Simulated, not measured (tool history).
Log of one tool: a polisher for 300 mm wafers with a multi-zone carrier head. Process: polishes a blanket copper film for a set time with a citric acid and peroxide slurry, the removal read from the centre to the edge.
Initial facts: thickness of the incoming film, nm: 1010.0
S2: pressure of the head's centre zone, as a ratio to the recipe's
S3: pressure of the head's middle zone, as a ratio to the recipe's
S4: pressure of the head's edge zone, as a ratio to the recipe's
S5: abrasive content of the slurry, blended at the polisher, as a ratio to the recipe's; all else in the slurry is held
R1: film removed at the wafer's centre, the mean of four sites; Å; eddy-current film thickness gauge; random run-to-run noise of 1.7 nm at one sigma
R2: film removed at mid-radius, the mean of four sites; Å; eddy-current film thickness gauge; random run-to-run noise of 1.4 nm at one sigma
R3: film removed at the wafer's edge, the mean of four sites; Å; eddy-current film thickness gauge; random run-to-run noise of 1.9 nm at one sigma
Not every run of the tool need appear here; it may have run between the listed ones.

run 1 hour=0 | flow_of_slurry_(ml/min)=275 S2=1 S3=1 S4=1 S5=1 polishing_time_(s)=54 | R1=1237.2 R2=1265 R3=1216.4
run 2 hour=3.7 | flow_of_slurry_(ml/min)=320 S2=1 S3=1 S4=1 S5=1 polishing_time_(s)=54 | R1=1263.6 R2=1302.5 R3=1219.8
run 3 hour=9.3 | flow_of_slurry_(ml/min)=360 S2=1 S3=1 S4=1 S5=1 polishing_time_(s)=54 | R1=1295.6 R2=1291.9 R3=1228.6
run 4 hour=15 | flow_of_slurry_(ml/min)=360 S2=1 S3=1.03 S4=1 S5=1 polishing_time_(s)=54 | R1=1259.8 R2=1324.4 R3=1248.6
run 5 hour=23.1 | flow_of_slurry_(ml/min)=360 S2=1 S3=1.05 S4=1.01 S5=1.1 polishing_time_(s)=56 | R1=1336.8 R2=1427.5 R3=1307.6
run 6 hour=24.8 | flow_of_slurry_(ml/min)=355 S2=0.99 S3=1.06 S4=1.04 S5=1.15 polishing_time_(s)=58 | R1=1379.8 R2=1483.2 R3=1383.6
run 7 hour=26.6 | flow_of_slurry_(ml/min)=350 S2=0.98 S3=1.08 S4=1.06 S5=1.2 polishing_time_(s)=60 | R1=1423.9 R2=1605.7 R3=1439.2
run 8 hour=29.5 | flow_of_slurry_(ml/min)=355 S2=0.96 S3=1.08 S4=1.08 S5=1.25 polishing_time_(s)=62 | R1=1448.2 R2=1648.3 R3=1505
run 9 hour=30.6 | flow_of_slurry_(ml/min)=355 S2=0.95 S3=1.08 S4=1.1 S5=1.3 polishing_time_(s)=64 | R1=1487.6 R2=1713.7 R3=1597.4
run 10 hour=34.2 | flow_of_slurry_(ml/min)=355 S2=0.95 S3=1.09 S4=1.11 S5=1.35 polishing_time_(s)=65 | R1=1545.6 R2=1780.3 R3=1661.7
run 11 hour=43.1 | flow_of_slurry_(ml/min)=355 S2=0.95 S3=1.1 S4=1.12 S5=1.4 polishing_time_(s)=66 | R1=1571.9 R2=1831.3 R3=1689.8
run 12 hour=44.2 | flow_of_slurry_(ml/min)=355 S2=0.95 S3=1.11 S4=1.13 S5=1.4 polishing_time_(s)=66 | R1=1548.5 R2=1829.8 R3=1707.8
run 13 hour=44.8 | flow_of_slurry_(ml/min)=360 S2=0.95 S3=1.12 S4=1.14 S5=1.4 polishing_time_(s)=66 | R1=1569.4 R2=1862.1 R3=1699.3

Run 14 comes next. What will it give?
run 14 hour=50.6 | flow_of_slurry_(ml/min)=360 S2=0.95 S3=1.12 S4=1.15 S5=1.4 polishing_time_(s)=67 | R1=? R2=? R3=?

Run 14 measured R1 1579.6 Å, R2 1882.3 Å, R3 1751.4 Å.

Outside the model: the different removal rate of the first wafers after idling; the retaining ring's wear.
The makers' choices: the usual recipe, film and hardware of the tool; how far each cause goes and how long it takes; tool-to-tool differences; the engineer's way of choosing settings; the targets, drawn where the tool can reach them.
